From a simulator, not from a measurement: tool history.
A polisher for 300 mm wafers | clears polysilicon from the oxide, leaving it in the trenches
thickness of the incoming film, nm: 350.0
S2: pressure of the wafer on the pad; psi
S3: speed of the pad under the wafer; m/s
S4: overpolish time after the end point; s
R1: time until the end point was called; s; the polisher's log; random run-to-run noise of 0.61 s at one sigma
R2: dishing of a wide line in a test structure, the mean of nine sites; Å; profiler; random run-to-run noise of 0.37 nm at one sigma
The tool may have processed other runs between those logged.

run 1 day=0 | flow_of_slurry_(ml/min)=160 S2=1.9 S3=1.02 S4=10 | R1=26.671 R2=535.46
run 2 day=0.146 | flow_of_slurry_(ml/min)=160 S2=1.8 S3=1.02 S4=9 | R1=28.946 R2=491.62
run 3 day=0.442 | flow_of_slurry_(ml/min)=160 S2=1.8 S3=0.78 S4=9 | R1=34.569 R2=456.48
run 4 day=0.504 | flow_of_slurry_(ml/min)=160 S2=2.3 S3=0.78 S4=9 | R1=27.675 R2=507.6
run 5 day=0.725 | flow_of_slurry_(ml/min)=175 S2=2.1 S3=0.82 S4=8 | R1=28.186 R2=464.69
run 6 day=1.021 | flow_of_slurry_(ml/min)=190 S2=2.1 S3=0.82 S4=8 | R1=28.717 R2=470.88
run 7 day=1.358 | flow_of_slurry_(ml/min)=200 S2=1.9 S3=0.84 S4=7 | R1=31.588 R2=427.78
run 8 day=1.475 | flow_of_slurry_(ml/min)=210 S2=1.8 S3=0.84 S4=6 | R1=32.177 R2=381.62
run 9 day=1.538 | flow_of_slurry_(ml/min)=215 S2=1.6 S3=0.9 S4=5 | R1=32.835 R2=316.14
run 10 day=1.646 | flow_of_slurry_(ml/min)=220 S2=1.5 S3=0.94 S4=5 | R1=35.144 R2=318.91
run 11 day=1.688 | flow_of_slurry_(ml/min)=225 S2=1.4 S3=1.02 S4=5 | R1=35.077 R2=307.16
run 12 day=1.871 | flow_of_slurry_(ml/min)=225 S2=1.4 S3=1.02 S4=5 | R1=34.977 R2=318.82
run 13 day=2.038 | flow_of_slurry_(ml/min)=230 S2=1.3 S3=1.08 S4=5 | R1=34.439 R2=305.43

Estimate the outcome of run 14 from the log above:
run 14 day=2.083 | flow_of_slurry_(ml/min)=235 S2=1.2 S3=1.12 S4=5 | R1=? R2=?

R1: 36.205 s
R2: 292.74 Å

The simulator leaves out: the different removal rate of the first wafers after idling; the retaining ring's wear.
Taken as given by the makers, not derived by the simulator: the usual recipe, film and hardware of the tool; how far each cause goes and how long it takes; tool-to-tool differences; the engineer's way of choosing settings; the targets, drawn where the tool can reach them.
